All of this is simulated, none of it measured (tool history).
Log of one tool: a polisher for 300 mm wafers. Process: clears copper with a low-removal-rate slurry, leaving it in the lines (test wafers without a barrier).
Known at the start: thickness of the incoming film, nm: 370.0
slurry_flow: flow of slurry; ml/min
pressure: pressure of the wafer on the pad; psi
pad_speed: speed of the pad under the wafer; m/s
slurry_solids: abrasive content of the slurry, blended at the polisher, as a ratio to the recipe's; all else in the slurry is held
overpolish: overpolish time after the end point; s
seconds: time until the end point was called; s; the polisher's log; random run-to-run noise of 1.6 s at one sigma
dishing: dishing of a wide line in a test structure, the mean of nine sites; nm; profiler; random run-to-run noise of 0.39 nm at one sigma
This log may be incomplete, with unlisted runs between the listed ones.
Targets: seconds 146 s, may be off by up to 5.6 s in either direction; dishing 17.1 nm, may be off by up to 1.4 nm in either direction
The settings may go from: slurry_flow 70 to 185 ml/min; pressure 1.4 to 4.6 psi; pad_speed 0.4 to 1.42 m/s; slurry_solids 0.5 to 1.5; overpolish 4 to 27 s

run    day  slurry_flow  pressure  pad_speed  slurry_solids  overpolish  seconds  dishing
  1      0          120         3        0.9              1          14   110.71   31.017
  2  0.121          120         3          1              1          14   98.233   33.213
  3  0.404          120       2.8          1              1          13   105.98   28.185
  4  0.496          120       2.8          1              1           9   106.61   21.105
  5  0.721          120       2.8          1            0.9           9    108.1   20.211
  6  1.088          135       2.8          1            0.9           9    105.8   21.002
  7  1.238          130       2.7          1            0.9           9   111.25   20.336
  8  1.558          130       2.6          1            0.9           9   114.21   19.378
  9  1.704          125       2.5          1            0.9           9   121.84   18.275
 10  1.971          120       2.4          1            0.9           9   125.87   17.279
 11      2          105       1.9       0.98            0.9          12   166.23    17.59
 12  2.146          110       1.9       0.98            0.9          12   160.79   17.213
 13    2.5          115       1.9       0.98            0.9          12   160.05   18.329
 14  2.658          120       1.9       0.98            0.9          12   159.37   18.314

Which one of the following 5 next-run settings gets every result inside its allowed miss? There is exactly one.
  A  2.817           95         2       0.88            0.8          11        ?        ?
  B  2.817          120       1.6       1.06           0.95          11        ?        ?
  C  2.817           90         2          1            0.8          12        ?        ?
  D  2.817          130       1.5       1.38           0.95          10        ?        ?
  E  2.817          110       1.8       0.98            1.1          12        ?        ?

move  seconds  dishing
   A   181.92   14.671
   B   174.17   15.193
   C   165.44   17.419
   D    143.4   16.635
   E   166.06   17.301
A: the biggest miss grows against the last run
B: the biggest miss grows against the last run
C: the biggest miss grows against the last run
D: hits every target within its allowed miss
E: the biggest miss grows against the last run
Go with D: it meets all targets.
